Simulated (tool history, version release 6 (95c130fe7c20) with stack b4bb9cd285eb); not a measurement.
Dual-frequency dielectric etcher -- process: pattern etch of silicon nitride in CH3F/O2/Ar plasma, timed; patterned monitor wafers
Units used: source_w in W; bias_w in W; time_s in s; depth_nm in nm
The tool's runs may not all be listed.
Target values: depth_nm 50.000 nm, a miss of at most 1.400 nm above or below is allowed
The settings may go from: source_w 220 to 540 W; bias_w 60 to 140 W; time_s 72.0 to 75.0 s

| run | day | source_w | bias_w | time_s | depth_nm |
|---|---|---|---|---|---|
| 1 | 0.000 | 380 | 100 | 72.0 | 57.617 |
| 2 | 0.300 | 410 | 100 | 72.0 | 59.865 |
| 3 | 0.350 | 370 | 100 | 72.0 | 56.899 |
| 4 | 0.558 | 410 | 100 | 72.0 | 60.194 |
| 5 | 0.850 | 410 | 89 | 72.0 | 57.031 |
| 6 | 1.008 | 390 | 88 | 72.0 | 55.094 |
| 7 | 1.167 | 380 | 87 | 72.0 | 53.768 |
| 8 | 1.300 | 370 | 87 | 72.0 | 53.451 |
| 9 | 1.462 | 360 | 87 | 72.0 | 52.669 |
| 10 | 1.629 | 350 | 87 | 72.0 | 51.475 |

Which one of the following 5 next-run settings gets every result inside its allowed miss? There is exactly one.
| A | 1.796 | 340 | 89 | 74.0 | ? |
| B | 1.796 | 380 | 87 | 72.0 | ? |
| C | 1.796 | 330 | 96 | 73.0 | ? |
| D | 1.796 | 370 | 85 | 73.5 | ? |
| E | 1.796 | 330 | 89 | 72.0 | ? |

| move | depth_nm |
|---|---|
| A | 52.753 |
| B | 53.982 |
| C | 53.000 |
| D | 53.743 |
| E | 50.470 |
A: the biggest miss grows against the last run
B: the biggest miss grows against the last run
C: the biggest miss grows against the last run
D: the biggest miss grows against the last run
E: in spec on every target
The move that meets every target is E.
